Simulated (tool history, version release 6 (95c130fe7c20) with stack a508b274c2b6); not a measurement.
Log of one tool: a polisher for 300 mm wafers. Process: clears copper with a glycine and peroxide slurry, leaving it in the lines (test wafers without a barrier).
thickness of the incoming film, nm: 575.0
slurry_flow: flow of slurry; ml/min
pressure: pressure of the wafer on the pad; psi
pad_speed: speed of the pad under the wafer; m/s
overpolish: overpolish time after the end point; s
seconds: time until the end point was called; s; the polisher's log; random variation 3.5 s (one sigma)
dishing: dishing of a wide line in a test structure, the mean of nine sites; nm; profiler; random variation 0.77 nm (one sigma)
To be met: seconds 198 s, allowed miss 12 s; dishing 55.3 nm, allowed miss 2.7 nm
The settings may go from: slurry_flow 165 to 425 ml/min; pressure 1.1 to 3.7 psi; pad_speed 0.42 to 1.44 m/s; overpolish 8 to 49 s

run	hour	slurry_flow	pressure	pad_speed	overpolish	seconds	dishing
1	0	275	2.4	0.92	25	120.15	71.839
2	6.2	275	2.6	0.92	25	114.32	75.7
3	12.2	330	2.6	0.92	25	115.74	75.54
4	13.3	330	2.2	0.88	26	131.32	69.097
5	15.8	285	2.2	0.88	26	128.18	66.928
6	21.5	290	1.9	0.8	29	157.11	66.631
7	27	290	1.7	0.78	29	174.26	59.359
8	34	290	1.6	0.78	29	176.48	58.329

4 next moves are on the table. One of them brings every result within its allowed miss. Which?
A	41	200	1.7	0.76	33	?	?
B	41	260	1.5	1.08	29	?	?
C	41	285	1.6	0.64	30	?	?
D	41	285	1.6	0.66	33	?	?

move	seconds	dishing
A	180.97	64.785
B	159.59	62.76
C	199.52	56.5
D	196.68	61.158
A: further off than the last run
B: further off than the last run
C: meets every target
D: brings the result that was furthest off to its target, and leaves another outside
Move C is the one to make.
